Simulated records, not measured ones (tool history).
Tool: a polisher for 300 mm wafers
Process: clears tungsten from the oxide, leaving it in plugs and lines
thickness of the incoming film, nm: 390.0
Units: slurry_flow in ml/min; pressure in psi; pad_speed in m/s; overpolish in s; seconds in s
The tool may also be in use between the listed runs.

run,day,slurry_flow,pressure,pad_speed,slurry_solids,overpolish,seconds
1,0.000,135,2.3,1.30,1.0,9,113.450
2,0.129,135,2.3,1.30,1.0,9,113.670
3,0.279,135,2.3,1.58,1.0,9,97.709
4,0.567,130,2.1,1.56,1.0,9,110.340
5,0.608,130,2.6,1.56,1.0,9,92.450
6,0.879,130,2.1,1.56,1.0,9,110.000
7,1.196,125,1.9,1.56,1.0,9,120.280
8,1.475,125,1.9,1.56,1.0,9,121.900
9,1.779,120,1.8,1.56,1.0,9,127.330
10,1.979,115,1.7,1.56,1.0,9,133.720
11,2.175,110,1.6,1.56,1.0,9,142.980
12,2.438,105,1.5,1.56,1.0,9,151.850
13,2.579,90,1.0,1.56,1.0,9,215.430

Forecast run 14:
14,2.846,95,1.0,1.56,1.0,9,?

seconds: 215.680 s
